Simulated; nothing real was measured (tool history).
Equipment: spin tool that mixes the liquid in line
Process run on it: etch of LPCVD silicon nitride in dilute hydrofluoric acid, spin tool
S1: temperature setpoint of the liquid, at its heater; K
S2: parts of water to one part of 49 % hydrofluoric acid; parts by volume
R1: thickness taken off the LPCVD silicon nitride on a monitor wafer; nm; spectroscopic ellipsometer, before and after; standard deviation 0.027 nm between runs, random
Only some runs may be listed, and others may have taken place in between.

{"run": 1, "hour": 0.0, "S1": 299.15, "S2": 45, "time under the liquid (s)": 95, "R1": 0.98959}
{"run": 2, "hour": 4.2, "S1": 299.15, "S2": 40, "time under the liquid (s)": 95, "R1": 1.0819}
{"run": 3, "hour": 7.8, "S1": 295.65, "S2": 40, "time under the liquid (s)": 95, "R1": 0.88467}
{"run": 4, "hour": 9.0, "S1": 298.15, "S2": 40, "time under the liquid (s)": 95, "R1": 1.0677}
{"run": 5, "hour": 11.2, "S1": 295.15, "S2": 40, "time under the liquid (s)": 95, "R1": 0.8725}
{"run": 6, "hour": 11.9, "S1": 295.15, "S2": 40, "time under the liquid (s)": 75, "R1": 0.66539}
{"run": 7, "hour": 19.8, "S1": 298.15, "S2": 40, "time under the liquid (s)": 75, "R1": 0.84343}

For run 8, what comes out?
{"run": 8, "hour": 24.6, "S1": 300.65, "S2": 35, "time under the liquid (s)": 75, "R1": "?"}

Logged for run 8: R1 1.11130 nm.

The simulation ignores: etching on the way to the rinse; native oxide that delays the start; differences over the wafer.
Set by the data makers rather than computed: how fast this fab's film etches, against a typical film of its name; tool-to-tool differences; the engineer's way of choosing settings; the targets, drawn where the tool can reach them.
